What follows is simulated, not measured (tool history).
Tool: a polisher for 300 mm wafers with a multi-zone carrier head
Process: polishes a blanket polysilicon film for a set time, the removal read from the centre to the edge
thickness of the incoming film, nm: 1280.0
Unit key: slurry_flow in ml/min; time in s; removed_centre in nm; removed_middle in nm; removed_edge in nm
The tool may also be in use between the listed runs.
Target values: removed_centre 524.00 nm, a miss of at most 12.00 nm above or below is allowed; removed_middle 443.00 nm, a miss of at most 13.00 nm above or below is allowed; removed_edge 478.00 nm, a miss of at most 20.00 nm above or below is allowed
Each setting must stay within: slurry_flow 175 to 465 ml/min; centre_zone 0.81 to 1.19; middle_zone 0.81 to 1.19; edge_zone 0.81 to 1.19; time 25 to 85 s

run,hour,slurry_flow,centre_zone,middle_zone,edge_zone,time,removed_centre,removed_middle,removed_edge
1,0.0,295,1.00,1.00,1.00,55,392.11,389.54,401.07
2,6.7,295,1.00,1.03,1.00,55,392.44,397.72,386.84
3,8.1,305,1.03,1.02,1.02,56,410.07,401.36,406.90
4,15.6,315,1.06,1.02,1.03,57,433.72,407.69,412.87
5,18.2,320,1.08,1.02,1.05,58,452.11,418.71,420.89
6,24.1,320,1.16,1.02,1.05,58,482.45,418.99,428.53
7,26.8,320,1.16,1.02,1.07,59,489.54,431.09,430.21
8,35.1,325,1.15,1.01,1.08,60,500.42,429.81,450.95

Of the 5 settings listed for the next run, only one would bring every result within its allowed miss of target. Which one?
A,43.4,315,1.09,1.01,1.08,58,?,?,?
B,43.4,230,1.19,1.05,0.91,63,?,?,?
C,43.4,325,1.02,0.98,1.16,61,?,?,?
D,43.4,310,1.10,1.11,1.00,58,?,?,?
E,43.4,345,1.15,1.00,1.13,62,?,?,?

move,removed_centre,removed_middle,removed_edge
A,454.00,414.47,437.37
B,513.70,443.42,424.29
C,448.34,428.39,478.29
D,457.49,442.74,420.28
E,518.09,444.32,481.99
A: further off than the last run
B: the furthest-off result lands on target, but another misses its tolerance
C: further off than the last run
D: further off than the last run
E: all results land within tolerance of their targets
So the answer is move E, the one that meets all the targets.
